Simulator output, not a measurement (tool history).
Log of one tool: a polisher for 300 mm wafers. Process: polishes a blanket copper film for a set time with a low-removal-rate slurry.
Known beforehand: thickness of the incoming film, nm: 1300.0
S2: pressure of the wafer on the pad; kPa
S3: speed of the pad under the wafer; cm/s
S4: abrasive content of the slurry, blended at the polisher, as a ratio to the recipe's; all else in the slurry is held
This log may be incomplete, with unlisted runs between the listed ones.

run 1 hour=0 | flow_of_slurry_(ml/min)=265 S2=23.4 S3=90 S4=1 polishing_time_(s)=37 | film_removed_(angstrom)=1300
run 2 hour=7.9 | flow_of_slurry_(ml/min)=265 S2=22.8 S3=90 S4=1 polishing_time_(s)=37 | film_removed_(angstrom)=1254
run 3 hour=16.5 | flow_of_slurry_(ml/min)=265 S2=22.1 S3=90 S4=1 polishing_time_(s)=37 | film_removed_(angstrom)=1215.8
run 4 hour=24.9 | flow_of_slurry_(ml/min)=265 S2=21.4 S3=90 S4=1 polishing_time_(s)=37 | film_removed_(angstrom)=1193
run 5 hour=31.9 | flow_of_slurry_(ml/min)=265 S2=20.7 S3=90 S4=1 polishing_time_(s)=37 | film_removed_(angstrom)=1158.5
run 6 hour=34.3 | flow_of_slurry_(ml/min)=265 S2=20.7 S3=90 S4=1.15 polishing_time_(s)=37 | film_removed_(angstrom)=1184.7
run 7 hour=36.7 | flow_of_slurry_(ml/min)=255 S2=16.5 S3=90 S4=1.15 polishing_time_(s)=37 | film_removed_(angstrom)=956.71
run 8 hour=42.6 | flow_of_slurry_(ml/min)=260 S2=16.5 S3=90 S4=1.15 polishing_time_(s)=37 | film_removed_(angstrom)=955.81

Forecast run 9:
run 9 hour=46.2 | flow_of_slurry_(ml/min)=265 S2=16.5 S3=90 S4=1.15 polishing_time_(s)=37 | film_removed_(angstrom)=?

film removed (angstrom): 950.42
